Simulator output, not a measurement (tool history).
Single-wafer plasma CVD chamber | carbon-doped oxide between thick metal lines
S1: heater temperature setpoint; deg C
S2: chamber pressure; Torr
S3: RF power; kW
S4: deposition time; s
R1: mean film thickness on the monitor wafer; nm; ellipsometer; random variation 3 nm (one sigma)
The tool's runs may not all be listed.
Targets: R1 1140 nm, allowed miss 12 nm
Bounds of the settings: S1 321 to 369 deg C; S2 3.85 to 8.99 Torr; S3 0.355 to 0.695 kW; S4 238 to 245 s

run  hour   S1    S2     S3   S4      R1
  1     0  345  6.42  0.525  238  1364.5
  2   6.5  345  5.79  0.525  238  1348.2
  3  14.6  340  5.79  0.525  238  1372.2
  4  23.4  340  5.79  0.525  238  1373.3
  5  28.5  340  6.18  0.525  238    1385
  6  35.8  348  6.18  0.525  238  1345.8
  7  38.6  351  5.91  0.515  238  1307.3
  8  45.7  353  5.67   0.51  238  1294.1
  9  47.1  365  4.57  0.425  238    1046
 10    54  362  4.63  0.425  238  1065.3
 11  60.8  360  4.68  0.425  238  1066.8
 12  69.2  358  4.74  0.425  238  1075.2
 13  74.3  358  4.74  0.425  238  1072.8
 14  76.6  356  4.82  0.425  238  1086.2

Which of these 4 next moves meets every target?
  A  78.9  352  5.19   0.42  242   ?
  B  78.9  357  5.01  0.445  240   ?
  C  78.9  363  5.08  0.425  245   ?
  D  78.9  352   5.4  0.415  243   ?

move      R1
   A  1111.3
   B  1140.2
   C  1101.7
   D  1107.8
A: nearer than the last run, and not there yet
B: meets every target
C: nearer than the last run, and not there yet
D: nearer than the last run, and not there yet
Answer: B
